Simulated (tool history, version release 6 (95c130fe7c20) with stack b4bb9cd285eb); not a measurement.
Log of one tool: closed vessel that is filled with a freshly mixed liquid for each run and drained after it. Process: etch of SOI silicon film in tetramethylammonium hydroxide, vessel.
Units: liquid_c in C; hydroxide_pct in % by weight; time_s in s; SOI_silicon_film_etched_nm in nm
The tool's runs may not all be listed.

run 1 hour=0.0 | liquid_c=65.0 hydroxide_pct=8 time_s=30 | SOI_silicon_film_etched_nm=166.58
run 2 hour=9.0 | liquid_c=65.0 hydroxide_pct=8 time_s=30 | SOI_silicon_film_etched_nm=165.42
run 3 hour=11.8 | liquid_c=65.0 hydroxide_pct=7 time_s=30 | SOI_silicon_film_etched_nm=172.11
run 4 hour=20.1 | liquid_c=65.0 hydroxide_pct=7 time_s=30 | SOI_silicon_film_etched_nm=173.06
run 5 hour=22.1 | liquid_c=65.0 hydroxide_pct=7 time_s=30 | SOI_silicon_film_etched_nm=171.46
run 6 hour=23.1 | liquid_c=66.5 hydroxide_pct=7 time_s=30 | SOI_silicon_film_etched_nm=188.00
run 7 hour=31.5 | liquid_c=66.5 hydroxide_pct=7 time_s=30 | SOI_silicon_film_etched_nm=190.09
run 8 hour=39.2 | liquid_c=67.5 hydroxide_pct=7 time_s=30 | SOI_silicon_film_etched_nm=200.81
run 9 hour=48.0 | liquid_c=68.5 hydroxide_pct=7 time_s=30 | SOI_silicon_film_etched_nm=213.32
run 10 hour=51.3 | liquid_c=69.0 hydroxide_pct=7 time_s=30 | SOI_silicon_film_etched_nm=217.65
run 11 hour=58.7 | liquid_c=69.5 hydroxide_pct=7 time_s=30 | SOI_silicon_film_etched_nm=226.07

Forecast run 12:
run 12 hour=64.2 | liquid_c=70.0 hydroxide_pct=7 time_s=30 | SOI_silicon_film_etched_nm=?

Run 12 gave SOI_silicon_film_etched_nm 233.35 nm.

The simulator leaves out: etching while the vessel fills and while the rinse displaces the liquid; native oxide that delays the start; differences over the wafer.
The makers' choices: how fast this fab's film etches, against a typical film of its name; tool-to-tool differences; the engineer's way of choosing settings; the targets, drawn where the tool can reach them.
